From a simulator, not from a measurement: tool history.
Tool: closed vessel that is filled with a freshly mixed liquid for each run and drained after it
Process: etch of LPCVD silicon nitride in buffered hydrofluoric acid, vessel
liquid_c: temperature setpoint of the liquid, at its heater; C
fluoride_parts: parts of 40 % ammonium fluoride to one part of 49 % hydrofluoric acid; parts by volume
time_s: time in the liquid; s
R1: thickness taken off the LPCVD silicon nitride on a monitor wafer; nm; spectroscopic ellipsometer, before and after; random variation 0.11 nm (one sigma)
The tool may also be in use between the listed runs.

Run 1, day 0: liquid_c 24 C, fluoride_parts 11 parts by volume, time_s 1515 s. Result: R1 17.97 nm.
Run 2, day 0.15: liquid_c 25 C, fluoride_parts 11 parts by volume, time_s 1515 s. Result: R1 19.116 nm.
Run 3, day 0.5: liquid_c 25 C, fluoride_parts 11 parts by volume, time_s 1515 s. Result: R1 18.918 nm.
Run 4, day 0.817: liquid_c 22 C, fluoride_parts 11 parts by volume, time_s 1515 s. Result: R1 16.173 nm.
Run 5, day 0.929: liquid_c 19 C, fluoride_parts 11 parts by volume, time_s 1515 s. Result: R1 13.719 nm.
Run 6, day 1.092: liquid_c 21 C, fluoride_parts 11 parts by volume, time_s 1515 s. Result: R1 15.209 nm.
Run 7, day 1.421: liquid_c 22.5 C, fluoride_parts 11 parts by volume, time_s 1515 s. Result: R1 16.58 nm.
Run 8, day 1.783: liquid_c 24 C, fluoride_parts 11 parts by volume, time_s 1515 s. Result: R1 18.107 nm.
Run 9, day 1.938: liquid_c 24 C, fluoride_parts 11 parts by volume, time_s 1515 s. Result: R1 18.001 nm.
Run 10, day 2.062: liquid_c 25 C, fluoride_parts 11 parts by volume, time_s 1515 s. Result: R1 18.936 nm.
At day 2.312: hydrofluoric acid flow meter replaced.
Run 11, day 2.312: liquid_c 26 C, fluoride_parts 11 parts by volume, time_s 1515 s. Result: R1 21.946 nm.

Forecast run 12:
Run 12, day 2.45: liquid_c 26.5 C, fluoride_parts 11 parts by volume, time_s 1515 s. Result: R1 ?.

{"run 12": {"R1": 22.661}}
